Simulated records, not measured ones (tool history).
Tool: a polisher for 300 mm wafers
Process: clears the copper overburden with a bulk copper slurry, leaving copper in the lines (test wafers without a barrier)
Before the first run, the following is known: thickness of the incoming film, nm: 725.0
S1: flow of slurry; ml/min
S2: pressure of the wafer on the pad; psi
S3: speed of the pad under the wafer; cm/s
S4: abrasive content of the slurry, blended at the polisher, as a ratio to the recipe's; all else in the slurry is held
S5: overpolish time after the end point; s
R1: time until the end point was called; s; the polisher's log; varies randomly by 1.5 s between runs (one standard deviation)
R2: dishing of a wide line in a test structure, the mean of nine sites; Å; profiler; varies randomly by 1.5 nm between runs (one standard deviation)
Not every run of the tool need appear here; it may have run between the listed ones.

{"run": 1, "hour": 0.0, "S1": 195, "S2": 1.9, "S3": 90, "S4": 1.0, "S5": 23, "R1": 176.69, "R2": 567.4}
{"run": 2, "hour": 5.9, "S1": 195, "S2": 1.9, "S3": 90, "S4": 1.15, "S5": 23, "R1": 175.56, "R2": 619.69}
{"run": 3, "hour": 13.5, "S1": 195, "S2": 1.9, "S3": 70, "S4": 1.15, "S5": 23, "R1": 221.6, "R2": 504.4}
{"run": 4, "hour": 22.0, "S1": 195, "S2": 2.1, "S3": 70, "S4": 1.15, "S5": 22, "R1": 200.42, "R2": 544.15}
{"run": 5, "hour": 25.7, "S1": 195, "S2": 2.2, "S3": 72, "S4": 1.15, "S5": 21, "R1": 188.15, "R2": 569.32}
{"hour": 33.8, "done": "worn pad replaced by a new one"}
{"run": 6, "hour": 33.8, "S1": 195, "S2": 2.3, "S3": 74, "S4": 1.15, "S5": 19, "R1": 157.43, "R2": 595.34}

What does the tool deliver on the next run?
{"run": 7, "hour": 41.6, "S1": 195, "S2": 2.4, "S3": 74, "S4": 1.15, "S5": 18, "R1": "?", "R2": "?"}

Run 7 gave R1 155.00 s, R2 568.97 Å.
